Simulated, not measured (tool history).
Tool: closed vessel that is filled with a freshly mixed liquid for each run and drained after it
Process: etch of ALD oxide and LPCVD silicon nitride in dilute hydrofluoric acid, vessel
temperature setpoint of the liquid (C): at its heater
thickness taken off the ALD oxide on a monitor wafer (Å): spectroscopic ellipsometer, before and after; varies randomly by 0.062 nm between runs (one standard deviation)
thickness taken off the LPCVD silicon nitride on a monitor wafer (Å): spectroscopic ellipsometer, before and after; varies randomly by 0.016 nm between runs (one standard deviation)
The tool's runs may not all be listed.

run  hour  temperature setpoint of the liquid (C)  parts of water to one part of 49 % hydrofluoric acid (parts by volume)  time in the liquid (s)  thickness taken off the ALD oxide on a monitor wafer (Å)  thickness taken off the LPCVD silicon nitride on a monitor wafer (Å)
  1   0.0                                    21.0                                                                      60                      60                                                   171.590                                                                4.1818
  2   2.6                                    20.5                                                                      65                      60                                                   155.270                                                                3.7743
  3   6.8                                    20.0                                                                      70                      60                                                   139.890                                                                3.2787
  4   8.7                                    20.0                                                                      75                      60                                                   130.330                                                                3.0625
  5  15.7                                    20.0                                                                      75                      50                                                   108.710                                                                2.4740
  6  21.4                                    20.0                                                                      85                      50                                                    93.811                                                                2.4255

Run 7 is up next; what results do you expect?
  7  29.0                                    20.0                                                                      85                      50                                                         ?                                                                     ?

For run 7 the tool returned thickness taken off the ALD oxide on a monitor wafer (Å) 93.894, thickness taken off the LPCVD silicon nitride on a monitor wafer (Å) 2.3197.
